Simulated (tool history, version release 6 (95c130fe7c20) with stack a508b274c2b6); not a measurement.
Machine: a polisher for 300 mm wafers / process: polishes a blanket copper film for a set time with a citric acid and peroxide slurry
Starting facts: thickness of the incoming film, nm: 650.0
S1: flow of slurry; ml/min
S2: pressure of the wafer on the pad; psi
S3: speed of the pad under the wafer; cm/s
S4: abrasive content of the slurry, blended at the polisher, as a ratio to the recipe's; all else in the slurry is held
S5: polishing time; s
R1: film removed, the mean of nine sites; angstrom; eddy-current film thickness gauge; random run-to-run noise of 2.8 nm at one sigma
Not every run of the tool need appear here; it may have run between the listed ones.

run  hour   S1   S2   S3   S4  S5      R1
  1   0.0  165  4.0  104  1.0  81  2601.8
  2   0.7  165  4.0  130  1.0  81  3266.6
  3   4.8  165  4.0  130  1.0  85  3431.0
  4   9.5  165  4.0  106  1.0  85  2844.4
  5  17.3  170  4.1  106  1.0  85  2856.4
  6  22.7  170  3.4  106  1.0  85  2411.5
  7  26.1  170  3.6  106  1.0  85  2523.8
  8  32.1  170  3.8  106  1.0  85  2695.4
  9  38.1  175  3.9  106  1.0  85  2762.9

Predict the results of run 10:
 10  45.4  210  5.0  106  1.0  85   ?

{"run 10": {"R1": 3532.6}}
